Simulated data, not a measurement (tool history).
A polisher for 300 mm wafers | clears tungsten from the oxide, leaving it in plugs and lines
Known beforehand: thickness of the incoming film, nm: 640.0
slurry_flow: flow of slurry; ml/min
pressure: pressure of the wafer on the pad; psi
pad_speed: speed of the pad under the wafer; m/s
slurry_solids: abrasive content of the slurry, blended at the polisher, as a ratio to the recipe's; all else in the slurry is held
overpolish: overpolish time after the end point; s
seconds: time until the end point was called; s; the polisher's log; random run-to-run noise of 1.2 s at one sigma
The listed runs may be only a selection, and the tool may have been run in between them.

run	day	slurry_flow	pressure	pad_speed	slurry_solids	overpolish	seconds
1	0.000	230	3.4	0.96	1.0	8	133.97
2	0.146	230	3.6	0.96	1.0	8	122.42
3	0.312	230	3.6	0.96	1.1	8	124.54
4	0.492	230	3.6	0.84	1.1	8	140.97
5	0.692	250	3.6	0.84	1.1	8	139.65
6	0.850	250	3.8	0.84	1.1	8	133.92
7	0.908	250	4.0	0.84	1.1	8	127.29

Run 8 comes next. What will it give?
8	1.054	250	4.0	0.84	1.1	8	?

seconds: 126.51 s
